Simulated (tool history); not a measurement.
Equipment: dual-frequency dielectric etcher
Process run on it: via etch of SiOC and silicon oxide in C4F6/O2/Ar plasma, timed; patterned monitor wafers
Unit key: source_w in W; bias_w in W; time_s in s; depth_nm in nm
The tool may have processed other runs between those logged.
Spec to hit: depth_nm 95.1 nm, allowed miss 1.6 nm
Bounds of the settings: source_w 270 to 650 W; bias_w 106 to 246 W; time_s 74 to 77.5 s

Run 1, day 0: source_w 460 W, bias_w 176 W, time_s 74 s. Result: depth_nm 78.107 nm.
Run 2, day 0.146: source_w 370 W, bias_w 176 W, time_s 74 s. Result: depth_nm 73.192 nm.
Run 3, day 0.45: source_w 370 W, bias_w 176 W, time_s 77.5 s. Result: depth_nm 76.674 nm.
Run 4, day 0.804: source_w 420 W, bias_w 179 W, time_s 77.5 s. Result: depth_nm 80.705 nm.
Run 5, day 1: source_w 420 W, bias_w 161 W, time_s 77.5 s. Result: depth_nm 76.414 nm.
Run 6, day 1.325: source_w 460 W, bias_w 165 W, time_s 77.5 s. Result: depth_nm 79.395 nm.
Run 7, day 1.35: source_w 490 W, bias_w 170 W, time_s 77.5 s. Result: depth_nm 82.724 nm.
Run 8, day 1.446: source_w 520 W, bias_w 173 W, time_s 77.5 s. Result: depth_nm 84.888 nm.
Run 9, day 1.479: source_w 540 W, bias_w 176 W, time_s 77.5 s. Result: depth_nm 86.491 nm.
Run 10, day 1.6: source_w 560 W, bias_w 179 W, time_s 77.5 s. Result: depth_nm 88.614 nm.
Run 11, day 1.725: source_w 580 W, bias_w 180 W, time_s 77.5 s. Result: depth_nm 90.42 nm.
Run 12, day 2.075: source_w 590 W, bias_w 181 W, time_s 77.5 s. Result: depth_nm 90.421 nm.
Run 13, day 2.267: source_w 600 W, bias_w 183 W, time_s 77.5 s. Result: depth_nm 91.21 nm.
Run 14, day 2.554: source_w 610 W, bias_w 184 W, time_s 77.5 s. Result: depth_nm 91.375 nm.
Run 15, day 2.704: source_w 620 W, bias_w 186 W, time_s 77.5 s. Result: depth_nm 92.628 nm.

4 next moves are on the table. One of them brings every result within its allowed miss. Which?
Run A, day 2.854: source_w 630 W, bias_w 221 W, time_s 75.5 s. Result: depth_nm ?.
Run B, day 2.854: source_w 580 W, bias_w 192 W, time_s 75 s. Result: depth_nm ?.
Run C, day 2.854: source_w 610 W, bias_w 202 W, time_s 76 s. Result: depth_nm ?.
Run D, day 2.854: source_w 620 W, bias_w 200 W, time_s 74 s. Result: depth_nm ?.

move  depth_nm
   A    98.638
   B    89.099
   C    94.096
   D    91.671
A: the result that was furthest off in the last run now lies on the other side of its target
B: the biggest miss grows against the last run
C: all results in spec
D: the biggest miss grows against the last run
C meets every target.
